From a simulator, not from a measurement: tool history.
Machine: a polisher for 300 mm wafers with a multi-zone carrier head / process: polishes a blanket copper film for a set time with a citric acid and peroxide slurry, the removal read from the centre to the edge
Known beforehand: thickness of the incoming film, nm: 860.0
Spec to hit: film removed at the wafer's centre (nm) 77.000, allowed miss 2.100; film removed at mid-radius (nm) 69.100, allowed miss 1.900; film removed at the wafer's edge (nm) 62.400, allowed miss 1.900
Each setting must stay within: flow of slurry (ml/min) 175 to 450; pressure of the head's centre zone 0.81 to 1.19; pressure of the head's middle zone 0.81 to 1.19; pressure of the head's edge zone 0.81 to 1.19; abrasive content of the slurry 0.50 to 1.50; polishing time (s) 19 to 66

run  hour  flow of slurry (ml/min)  pressure of the head's centre zone  pressure of the head's middle zone  pressure of the head's edge zone  abrasive content of the slurry  polishing time (s)  film removed at the wafer's centre (nm)  film removed at mid-radius (nm)  film removed at the wafer's edge (nm)
  1   0.0                      290                                1.00                                1.00                              1.00                            1.00                  42                                   89.044                           89.863                                 88.266
  2   2.2                      290                                0.92                                1.00                              1.00                            1.00                  42                                   81.805                           88.437                                 87.972
  3  10.6                      300                                0.98                                0.99                              0.95                            0.85                  40                                   80.020                           82.708                                 78.619
  4  11.3                      330                                0.98                                0.99                              0.95                            0.85                  40                                   81.167                           80.743                                 79.277
  5  12.4                      330                                1.02                                0.99                              0.95                            0.85                  40                                   84.069                           82.623                                 79.034
  6  16.0                      325                                1.04                                0.97                              0.91                            0.75                  39                                   81.383                           76.241                                 72.978
  7  24.2                      310                                1.05                                0.97                              0.88                            0.65                  39                                   80.830                           73.447                                 69.985
  8  31.4                      305                                1.06                                0.98                              0.86                            0.60                  39                                   78.432                           72.852                                 68.430

Consider the 5 candidate settings below. Which is the only one whose results all fall within their allowed miss of target?
  A  38.6                      305                                1.07                                0.96                              0.83                            0.50                  40                                        ?                                ?                                      ?
  B  38.6                      265                                1.14                                1.03                              0.86                            0.65                  35                                        ?                                ?                                      ?
  C  38.6                      310                                1.01                                0.89                              1.01                            0.50                  41                                        ?                                ?                                      ?
  D  38.6                      265                                1.04                                0.87                              0.88                            0.50                  42                                        ?                                ?                                      ?
  E  38.6                      295                                0.99                                1.01                              0.82                            0.60                  42                                        ?                                ?                                      ?

move  film removed at the wafer's centre (nm)  film removed at mid-radius (nm)  film removed at the wafer's edge (nm)
   A                                   78.351                           71.590                                 66.614
   B                                   76.702                           69.776                                 62.251
   C                                   75.818                           68.963                                 74.900
   D                                   79.145                           68.680                                 71.424
   E                                   79.015                           81.513                                 72.240
A: nearer than the last run, and not there yet
B: all results in spec
C: misses by more than the last run did
D: misses by more than the last run did
E: misses by more than the last run did
Go with B: it meets all targets.

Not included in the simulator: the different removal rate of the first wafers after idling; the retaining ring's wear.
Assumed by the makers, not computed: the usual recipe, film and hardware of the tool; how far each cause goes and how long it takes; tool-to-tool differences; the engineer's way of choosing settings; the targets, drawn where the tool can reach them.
